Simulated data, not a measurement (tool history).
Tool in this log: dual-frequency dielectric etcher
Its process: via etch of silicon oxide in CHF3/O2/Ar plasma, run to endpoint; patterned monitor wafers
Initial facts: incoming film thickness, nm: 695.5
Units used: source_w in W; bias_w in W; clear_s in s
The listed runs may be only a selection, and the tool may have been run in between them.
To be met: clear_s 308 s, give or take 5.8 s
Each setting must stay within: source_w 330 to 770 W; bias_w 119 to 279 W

run  hour  source_w  bias_w  clear_s
  1     0       550     199    354.8
  2   6.3       570     201   347.88
  3     7       570     173   369.16
  4  11.2       670     173   346.08
  5  15.6       610     173   360.52
  6  16.4       630     177   351.98
  7  17.8       650     180   345.21
  8  21.5       660     183   341.62
  9  29.1       670     186   337.57
 10  37.5       680     188   334.18
 11  44.8       690     190   330.01

Of the 5 settings listed for the next run, only one would bring every result within its allowed miss of target. Which one?
  A  52.1       610     189        ?
  B  52.1       770     204        ?
  C  52.1       750     236        ?
  D  52.1       680     150        ?
  E  52.1       590     188        ?

move  clear_s
   A   349.46
   B   311.02
   C   297.99
   D   363.55
   E   354.63
A: moves away from the targets compared with the last run
B: meets every target
C: takes the result that was furthest off past its target
D: moves away from the targets compared with the last run
E: moves away from the targets compared with the last run
Correct choice: B, which meets every target
